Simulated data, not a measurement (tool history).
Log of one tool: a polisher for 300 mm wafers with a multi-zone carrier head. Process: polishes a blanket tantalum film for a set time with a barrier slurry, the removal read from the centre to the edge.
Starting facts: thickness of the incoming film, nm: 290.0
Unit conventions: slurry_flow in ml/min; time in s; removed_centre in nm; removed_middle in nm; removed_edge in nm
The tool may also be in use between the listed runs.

Run 1, hour 0: slurry_flow 225 ml/min, centre_zone 1, middle_zone 1, edge_zone 1, slurry_solids 1, time 44 s. Result: removed_centre 30.104 nm, removed_middle 30.043 nm, removed_edge 30.47 nm.
Run 2, hour 1.3: slurry_flow 230 ml/min, centre_zone 0.99, middle_zone 1.02, edge_zone 1.04, slurry_solids 1.15, time 46 s. Result: removed_centre 31.724 nm, removed_middle 33.129 nm, removed_edge 34.452 nm.
Run 3, hour 8.9: slurry_flow 240 ml/min, centre_zone 1.01, middle_zone 1.05, edge_zone 1.07, slurry_solids 1.25, time 47 s. Result: removed_centre 35.153 nm, removed_middle 35.327 nm, removed_edge 36.393 nm.
Run 4, hour 15.9: slurry_flow 245 ml/min, centre_zone 1, middle_zone 1.07, edge_zone 1.09, slurry_solids 1.3, time 48 s. Result: removed_centre 34.987 nm, removed_middle 36.576 nm, removed_edge 37.835 nm.
Run 5, hour 16.9: slurry_flow 245 ml/min, centre_zone 0.92, middle_zone 1.07, edge_zone 1.09, slurry_solids 1.3, time 48 s. Result: removed_centre 33.317 nm, removed_middle 37.599 nm, removed_edge 37.862 nm.
Run 6, hour 19.9: slurry_flow 250 ml/min, centre_zone 0.93, middle_zone 1.08, edge_zone 1.1, slurry_solids 1.35, time 49 s. Result: removed_centre 35.078 nm, removed_middle 38.172 nm, removed_edge 39.409 nm.

Run 7, settings as shown, results not yet in. Your forecast:
Run 7, hour 28.1: slurry_flow 250 ml/min, centre_zone 0.93, middle_zone 1.09, edge_zone 1.11, slurry_solids 1.4, time 50 s. Result: removed_centre ?, removed_middle ?, removed_edge ?.

removed_centre: 34.994 nm
removed_middle: 40.975 nm
removed_edge: 40.489 nm
